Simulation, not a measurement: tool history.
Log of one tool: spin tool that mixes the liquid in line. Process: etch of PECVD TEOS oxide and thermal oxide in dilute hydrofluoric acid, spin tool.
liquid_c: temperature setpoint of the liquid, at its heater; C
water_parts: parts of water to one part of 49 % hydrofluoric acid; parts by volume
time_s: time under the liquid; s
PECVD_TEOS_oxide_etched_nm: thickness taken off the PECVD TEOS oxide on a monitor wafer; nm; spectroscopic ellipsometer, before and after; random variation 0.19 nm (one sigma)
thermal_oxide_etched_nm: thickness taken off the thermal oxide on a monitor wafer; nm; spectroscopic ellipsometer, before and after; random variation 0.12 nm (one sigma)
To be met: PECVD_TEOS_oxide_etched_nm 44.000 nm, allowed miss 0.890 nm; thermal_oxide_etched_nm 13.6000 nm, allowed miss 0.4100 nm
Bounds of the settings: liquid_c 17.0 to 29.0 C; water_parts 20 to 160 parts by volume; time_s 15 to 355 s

run,hour,liquid_c,water_parts,time_s,PECVD_TEOS_oxide_etched_nm,thermal_oxide_etched_nm
1,0.0,21.0,90,180,31.562,9.7504
2,6.7,21.0,90,220,38.213,11.7010
3,7.8,22.0,90,220,39.868,12.0950
4,15.4,22.0,110,220,31.777,9.7504
5,16.1,24.0,110,220,34.629,10.7560
6,23.2,27.0,110,220,38.693,11.7590
7,26.7,27.5,110,220,39.522,12.1740
8,29.6,28.0,110,220,40.215,12.5420

Which of these 4 next moves meets every target?
A,32.5,29.0,110,230,?,?
B,32.5,27.0,100,215,?,?
C,32.5,28.5,95,190,?,?
D,32.5,17.0,120,355,?,?

move,PECVD_TEOS_oxide_etched_nm,thermal_oxide_etched_nm
A,43.855,13.6210
B,42.354,13.1550
C,42.015,13.0500
D,38.140,11.8460
A: meets every target
B: nearer than the last run, and not there yet
C: nearer than the last run, and not there yet
D: further off than the last run
Answer: A
